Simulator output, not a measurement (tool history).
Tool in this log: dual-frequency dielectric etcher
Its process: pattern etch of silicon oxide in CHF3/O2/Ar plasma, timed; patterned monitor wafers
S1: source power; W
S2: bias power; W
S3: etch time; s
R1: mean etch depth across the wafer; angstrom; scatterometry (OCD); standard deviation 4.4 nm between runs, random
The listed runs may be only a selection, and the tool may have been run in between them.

run    day   S1   S2     S3      R1
  1      0  620  130  538.5  9611.4
  2  0.142  620  130  561.5   10035
  3  0.492  640  131  561.5   10146
  4  0.846  640  131  561.5   10136
  5  1.012  660  132  561.5   10171
  6  1.217  680  135  561.5   10341
  7  1.312  690  137  561.5   10408

Estimate the outcome of run 8 from the log above:
     1.496  -- bias power generator calibrated
  8  1.496  700  138  561.5   ?

Logged for run 8: R1 10382 angstrom.
